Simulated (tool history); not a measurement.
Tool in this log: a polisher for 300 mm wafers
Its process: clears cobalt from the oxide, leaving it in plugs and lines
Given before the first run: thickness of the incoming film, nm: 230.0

run    day  flow of slurry (ml/min)  pressure of the wafer on the pad (psi)  speed of the pad under the wafer (cm/s)  overpolish time after the end point (s)  time until the end point was called (s)  dishing of a wide line in a test structure (angstrom)
  1      0                      305                                     1.6                                      116                                       26                                   64.924                                                 562.63
  2  0.079                      305                                     1.5                                      116                                       27                                    70.16                                                 539.01
  3  0.129                      305                                     1.4                                      116                                       29                                   76.279                                                 531.92
  4  0.283                      305                                     1.4                                      116                                       18                                   77.053                                                 390.81
  5  0.621                      380                                     1.4                                      116                                       18                                   73.067                                                 397.29
  6  0.712                      375                                     1.4                                      114                                       21                                   75.795                                                 442.66
  7  0.804                      375                                     1.4                                      114                                       21                                   74.894                                                 434.71

Run 8, settings as shown, results not yet in. Your forecast:
  8  0.933                      375                                     1.4                                      112                                       23                                        ?                                                      ?

{"run 8": {"time until the end point was called (s)": 75.546, "dishing of a wide line in a test structure (angstrom)": 464.89}}
